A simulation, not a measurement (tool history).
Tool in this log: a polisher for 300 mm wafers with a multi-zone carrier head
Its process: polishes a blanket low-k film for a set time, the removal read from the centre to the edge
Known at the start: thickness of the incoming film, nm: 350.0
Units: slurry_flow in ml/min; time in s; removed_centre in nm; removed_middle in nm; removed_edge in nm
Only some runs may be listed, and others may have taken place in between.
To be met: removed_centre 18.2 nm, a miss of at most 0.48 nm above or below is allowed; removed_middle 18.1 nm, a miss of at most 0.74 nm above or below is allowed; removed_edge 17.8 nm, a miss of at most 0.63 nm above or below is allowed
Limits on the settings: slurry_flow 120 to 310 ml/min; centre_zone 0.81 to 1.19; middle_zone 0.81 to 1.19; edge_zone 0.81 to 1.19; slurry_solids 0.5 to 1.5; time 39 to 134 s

run	hour	slurry_flow	centre_zone	middle_zone	edge_zone	slurry_solids	time	removed_centre	removed_middle	removed_edge
1	0	200	1	1	1	1	86	27.621	27.9	27.882
2	3.6	245	1	1	1	1	86	28.872	28.384	28.676
3	11.2	245	1	1	1	1	105	35.004	34.682	34.652
4	13.1	240	0.99	0.99	0.98	0.9	100	30.423	31.129	30.588
5	15.8	280	0.99	0.99	0.98	0.9	100	30.812	30.927	31.321
6	21.9	255	0.99	0.99	0.98	0.9	100	30.672	30.538	30.676
7	23.5	200	0.89	0.89	0.88	0.65	77	15.203	15.681	16.238
8	31.8	210	0.9	0.9	0.88	0.65	77	15.586	15.933	16.39
9	39.8	265	0.98	0.98	0.93	0.7	77	18.833	19.223	18.755
10	42.4	260	0.98	0.97	0.92	0.7	77	19.184	18.777	18.574
11	50.6	255	0.98	0.97	0.92	0.7	77	18.912	18.531	18.808
12	54.7	235	0.97	0.98	0.84	0.65	77	16.852	17.41	16.646
13	58	235	0.97	0.98	0.84	0.65	77	17.06	17.631	16.225
14	64.4	240	0.97	0.98	0.85	0.65	77	17.326	17.76	16.398
15	65.2	240	0.97	0.98	0.85	0.65	77	17.217	17.434	16.352
16	73.2	280	0.98	0.97	0.95	0.7	77	18.978	19.17	19.078
17	74.6	280	0.98	0.97	0.94	0.7	77	19.215	18.786	18.869
18	83.4	280	0.98	0.97	0.93	0.7	77	19.02	19.416	18.726
19	89.1	275	0.98	0.96	0.92	0.7	77	19.112	18.759	18.561
20	91.7	270	0.98	0.96	0.91	0.7	77	19.044	18.806	18.66
21	96.6	265	0.98	0.96	0.9	0.7	77	18.99	18.832	18.552

Which one of the following 4 next-run settings gets every result inside its allowed miss? There is exactly one.
A	101.5	230	1	0.98	0.93	0.75	69	?	?	?
B	101.5	285	1	0.97	0.81	0.65	85	?	?	?
C	101.5	275	1.08	0.9	0.97	0.65	78	?	?	?
D	101.5	215	0.92	0.89	0.92	0.8	72	?	?	?

move	removed_centre	removed_middle	removed_edge
A	18.291	17.756	17.69
B	20.051	19.249	18.061
C	19.788	16.518	17.955
D	18.365	17.931	19.324
A: each result inside its tolerance
B: misses by more than the last run did
C: misses by more than the last run did
D: gets the furthest-off result to its target, but another result is out of tolerance
Go with A: it meets all targets.
